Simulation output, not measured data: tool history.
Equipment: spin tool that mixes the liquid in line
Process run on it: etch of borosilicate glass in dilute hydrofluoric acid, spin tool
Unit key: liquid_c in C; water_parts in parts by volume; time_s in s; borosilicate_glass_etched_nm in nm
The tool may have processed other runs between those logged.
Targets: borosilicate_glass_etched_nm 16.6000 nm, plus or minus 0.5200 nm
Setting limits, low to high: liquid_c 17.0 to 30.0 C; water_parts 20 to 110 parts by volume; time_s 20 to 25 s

run	hour	liquid_c	water_parts	time_s	borosilicate_glass_etched_nm
1	0.0	22.0	60	25	8.1906
2	7.2	24.0	55	25	9.7197
3	9.6	25.5	50	25	11.6020
4	12.0	25.5	50	25	11.7640
5	18.1	25.5	50	20	9.0991
6	22.3	26.5	40	20	12.1870
# hour 25.6: thermometer replaced
7	25.6	27.5	35	20	13.5970
8	30.5	28.0	35	20	14.2300
9	35.5	28.5	35	20	14.2710
10	39.2	29.0	35	20	14.4460
11	44.7	29.5	30	20	17.5610

4 next moves are on the table. One of them brings every result within its allowed miss. Which?
A	50.2	28.0	30	20	?
B	50.2	30.0	30	20	?
C	50.2	27.0	30	20	?
D	50.2	28.5	40	25	?

move	borosilicate_glass_etched_nm
A	16.2940
B	17.6630
C	15.6430
D	15.3550
A: every result within its allowed miss
B: lands further from the targets than the last run did
C: the result that was furthest off in the last run now lies on the other side of its target
D: the result that was furthest off in the last run now lies on the other side of its target
Move A is the one to make.
